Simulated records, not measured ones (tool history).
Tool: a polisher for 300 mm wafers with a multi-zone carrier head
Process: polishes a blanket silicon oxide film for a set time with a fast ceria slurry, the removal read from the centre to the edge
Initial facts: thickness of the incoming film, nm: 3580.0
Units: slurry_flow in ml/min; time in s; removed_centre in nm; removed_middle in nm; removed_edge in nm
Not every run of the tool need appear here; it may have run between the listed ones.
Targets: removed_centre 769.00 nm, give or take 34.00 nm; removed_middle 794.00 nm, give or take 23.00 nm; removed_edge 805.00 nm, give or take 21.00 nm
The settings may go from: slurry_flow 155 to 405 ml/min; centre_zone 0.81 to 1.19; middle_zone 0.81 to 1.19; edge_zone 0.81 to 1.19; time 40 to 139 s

run 1 hour=0.0 | slurry_flow=260 centre_zone=1.00 middle_zone=1.00 edge_zone=1.00 time=89 | removed_centre=843.27 removed_middle=851.73 removed_edge=854.87
run 2 hour=8.1 | slurry_flow=260 centre_zone=1.00 middle_zone=1.00 edge_zone=1.07 time=89 | removed_centre=831.03 removed_middle=866.53 removed_edge=894.00
run 3 hour=12.8 | slurry_flow=200 centre_zone=1.00 middle_zone=1.00 edge_zone=1.07 time=89 | removed_centre=790.73 removed_middle=823.43 removed_edge=875.54
run 4 hour=15.7 | slurry_flow=200 centre_zone=1.00 middle_zone=1.00 edge_zone=1.13 time=89 | removed_centre=781.69 removed_middle=837.88 removed_edge=909.16
run 5 hour=16.6 | slurry_flow=200 centre_zone=1.00 middle_zone=1.00 edge_zone=1.09 time=89 | removed_centre=794.73 removed_middle=823.75 removed_edge=887.58
run 6 hour=19.3 | slurry_flow=200 centre_zone=1.00 middle_zone=1.00 edge_zone=1.05 time=89 | removed_centre=797.75 removed_middle=835.73 removed_edge=867.97
run 7 hour=21.7 | slurry_flow=195 centre_zone=1.00 middle_zone=0.99 edge_zone=1.03 time=88 | removed_centre=774.84 removed_middle=812.61 removed_edge=844.93
run 8 hour=29.3 | slurry_flow=190 centre_zone=1.00 middle_zone=0.99 edge_zone=1.02 time=88 | removed_centre=790.68 removed_middle=811.46 removed_edge=843.83
run 9 hour=31.3 | slurry_flow=190 centre_zone=1.00 middle_zone=0.99 edge_zone=1.01 time=88 | removed_centre=795.56 removed_middle=802.69 removed_edge=831.26
-- hour=37.3 worn pad replaced by a new one
run 10 hour=37.3 | slurry_flow=175 centre_zone=0.97 middle_zone=1.00 edge_zone=0.97 time=87 | removed_centre=832.07 removed_middle=898.15 removed_edge=914.60
run 11 hour=45.2 | slurry_flow=175 centre_zone=0.98 middle_zone=1.00 edge_zone=0.98 time=86 | removed_centre=832.37 removed_middle=887.09 removed_edge=902.43
run 12 hour=51.9 | slurry_flow=190 centre_zone=0.99 middle_zone=1.00 edge_zone=0.99 time=85 | removed_centre=847.21 removed_middle=895.80 removed_edge=896.20
run 13 hour=53.8 | slurry_flow=190 centre_zone=0.99 middle_zone=0.99 edge_zone=1.00 time=82 | removed_centre=804.36 removed_middle=856.19 removed_edge=882.74
run 14 hour=59.4 | slurry_flow=190 centre_zone=1.01 middle_zone=0.99 edge_zone=1.00 time=79 | removed_centre=801.01 removed_middle=815.69 removed_edge=853.73
run 15 hour=67.0 | slurry_flow=190 centre_zone=1.01 middle_zone=0.99 edge_zone=1.00 time=79 | removed_centre=816.26 removed_middle=818.02 removed_edge=846.77
run 16 hour=72.8 | slurry_flow=200 centre_zone=1.00 middle_zone=0.99 edge_zone=0.99 time=71 | removed_centre=713.89 removed_middle=743.13 removed_edge=760.45
run 17 hour=74.7 | slurry_flow=195 centre_zone=1.00 middle_zone=0.99 edge_zone=0.99 time=72 | removed_centre=730.38 removed_middle=750.86 removed_edge=772.01
run 18 hour=76.7 | slurry_flow=190 centre_zone=1.00 middle_zone=0.99 edge_zone=0.99 time=73 | removed_centre=725.96 removed_middle=761.18 removed_edge=786.25

Which one of the following 5 next-run settings gets every result inside its allowed miss? There is exactly one.
run A hour=78.7 | slurry_flow=195 centre_zone=0.97 middle_zone=1.01 edge_zone=1.00 time=73 | removed_centre=? removed_middle=? removed_edge=?
run B hour=78.7 | slurry_flow=215 centre_zone=1.07 middle_zone=1.00 edge_zone=0.96 time=71 | removed_centre=? removed_middle=? removed_edge=?
run C hour=78.7 | slurry_flow=160 centre_zone=1.03 middle_zone=0.92 edge_zone=0.98 time=77 | removed_centre=? removed_middle=? removed_edge=?
run D hour=78.7 | slurry_flow=185 centre_zone=1.01 middle_zone=0.99 edge_zone=0.95 time=77 | removed_centre=? removed_middle=? removed_edge=?
run E hour=78.7 | slurry_flow=195 centre_zone=0.94 middle_zone=0.96 edge_zone=0.90 time=82 | removed_centre=? removed_middle=? removed_edge=?

move=A removed_centre=719.51 removed_middle=784.36 removed_edge=785.06
move=B removed_centre=784.34 removed_middle=766.55 removed_edge=756.51
move=C removed_centre=777.35 removed_middle=740.69 removed_edge=802.08
move=D removed_centre=783.39 removed_middle=806.94 removed_edge=803.56
move=E removed_centre=782.75 removed_middle=844.44 removed_edge=839.75
A: corrects the largest miss of the last run, while another result sits out of spec
B: moves away from the targets compared with the last run
C: moves away from the targets compared with the last run
D: all results land within tolerance of their targets
E: carries the result that was furthest off beyond its target, to the other side
The move that meets every target is D.

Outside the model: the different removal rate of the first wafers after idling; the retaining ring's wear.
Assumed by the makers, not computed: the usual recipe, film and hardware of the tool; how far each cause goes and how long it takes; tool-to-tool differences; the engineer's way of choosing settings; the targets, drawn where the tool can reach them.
